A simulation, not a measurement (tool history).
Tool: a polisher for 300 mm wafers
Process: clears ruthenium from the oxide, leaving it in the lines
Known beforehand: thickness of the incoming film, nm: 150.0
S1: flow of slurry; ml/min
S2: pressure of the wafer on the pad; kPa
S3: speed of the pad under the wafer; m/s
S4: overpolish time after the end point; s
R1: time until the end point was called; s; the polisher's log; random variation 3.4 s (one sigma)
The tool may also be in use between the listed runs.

Run 1, hour 0.0: S1 180 ml/min, S2 15.2 kPa, S3 1.20 m/s, S4 24 s. Result: R1 103.550 s.
Run 2, hour 7.0: S1 180 ml/min, S2 15.2 kPa, S3 1.20 m/s, S4 25 s. Result: R1 99.524 s.
Run 3, hour 11.0: S1 180 ml/min, S2 11.7 kPa, S3 1.20 m/s, S4 25 s. Result: R1 128.630 s.
Run 4, hour 14.4: S1 180 ml/min, S2 11.7 kPa, S3 1.20 m/s, S4 24 s. Result: R1 129.040 s.
Run 5, hour 15.5: S1 180 ml/min, S2 11.7 kPa, S3 1.08 m/s, S4 24 s. Result: R1 147.540 s.
Run 6, hour 24.0: S1 215 ml/min, S2 11.7 kPa, S3 1.08 m/s, S4 24 s. Result: R1 138.680 s.
Run 7, hour 25.0: S1 210 ml/min, S2 10.3 kPa, S3 1.06 m/s, S4 24 s. Result: R1 156.590 s.
Run 8, hour 27.6: S1 205 ml/min, S2 9.0 kPa, S3 1.06 m/s, S4 24 s. Result: R1 186.870 s.
Run 9, hour 34.2: S1 200 ml/min, S2 9.0 kPa, S3 1.06 m/s, S4 24 s. Result: R1 184.470 s.
Run 10, hour 40.8: S1 200 ml/min, S2 7.6 kPa, S3 1.04 m/s, S4 24 s. Result: R1 215.950 s.
Run 11, hour 41.9: S1 205 ml/min, S2 7.6 kPa, S3 1.04 m/s, S4 24 s. Result: R1 217.770 s.

Expected results for the next run?
Run 12, hour 50.7: S1 205 ml/min, S2 9.0 kPa, S3 1.04 m/s, S4 24 s. Result: R1 ?.

R1: 181.820 s
